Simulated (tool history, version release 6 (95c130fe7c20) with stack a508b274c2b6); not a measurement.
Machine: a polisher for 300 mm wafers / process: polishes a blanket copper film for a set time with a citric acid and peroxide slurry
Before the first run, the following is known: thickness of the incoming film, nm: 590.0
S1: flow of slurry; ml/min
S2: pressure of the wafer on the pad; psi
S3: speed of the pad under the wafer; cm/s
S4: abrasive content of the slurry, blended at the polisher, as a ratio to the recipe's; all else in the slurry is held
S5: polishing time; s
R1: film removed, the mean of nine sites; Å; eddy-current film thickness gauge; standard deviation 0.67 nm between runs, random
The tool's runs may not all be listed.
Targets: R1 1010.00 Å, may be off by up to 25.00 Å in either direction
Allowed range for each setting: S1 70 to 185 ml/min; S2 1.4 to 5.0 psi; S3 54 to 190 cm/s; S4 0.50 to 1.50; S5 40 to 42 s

{"run": 1, "hour": 0.0, "S1": 120, "S2": 3.2, "S3": 122, "S4": 1.0, "S5": 40, "R1": 1397.9}
{"run": 2, "hour": 0.8, "S1": 110, "S2": 3.0, "S3": 122, "S4": 1.0, "S5": 40, "R1": 1322.8}
{"run": 3, "hour": 6.2, "S1": 85, "S2": 3.0, "S3": 122, "S4": 1.0, "S5": 40, "R1": 1271.3}
{"run": 4, "hour": 15.1, "S1": 85, "S2": 3.0, "S3": 122, "S4": 1.1, "S5": 40, "R1": 1290.7}
{"run": 5, "hour": 22.0, "S1": 85, "S2": 2.8, "S3": 122, "S4": 1.1, "S5": 40, "R1": 1228.1}
{"run": 6, "hour": 25.4, "S1": 85, "S2": 3.1, "S3": 122, "S4": 1.1, "S5": 40, "R1": 1319.9}
{"run": 7, "hour": 31.1, "S1": 85, "S2": 2.9, "S3": 122, "S4": 1.1, "S5": 40, "R1": 1259.2}
{"run": 8, "hour": 33.0, "S1": 75, "S2": 2.0, "S3": 122, "S4": 1.1, "S5": 40, "R1": 881.04}
{"run": 9, "hour": 40.0, "S1": 105, "S2": 2.1, "S3": 122, "S4": 1.1, "S5": 40, "R1": 991.26}

Exactly one of the 5 candidate moves below puts every result within its allowed miss. Which one?
{"run": "A", "hour": 47.0, "S1": 140, "S2": 1.8, "S3": 142, "S4": 0.85, "S5": 42, "R1": "?"}
{"run": "B", "hour": 47.0, "S1": 95, "S2": 2.2, "S3": 128, "S4": 1.15, "S5": 41, "R1": "?"}
{"run": "C", "hour": 47.0, "S1": 110, "S2": 1.9, "S3": 130, "S4": 1.1, "S5": 40, "R1": "?"}
{"run": "D", "hour": 47.0, "S1": 100, "S2": 2.1, "S3": 112, "S4": 1.15, "S5": 41, "R1": "?"}
{"run": "E", "hour": 47.0, "S1": 95, "S2": 2.1, "S3": 110, "S4": 1.25, "S5": 42, "R1": "?"}

move=A R1=1013.60
move=B R1=1079.70
move=C R1=956.16
move=D R1=941.90
move=E R1=960.53
A: all results land within tolerance of their targets
B: the result that was furthest off in the last run now lies on the other side of its target
C: misses by more than the last run did
D: misses by more than the last run did
E: misses by more than the last run did
A is the move that brings every result within its allowed miss.
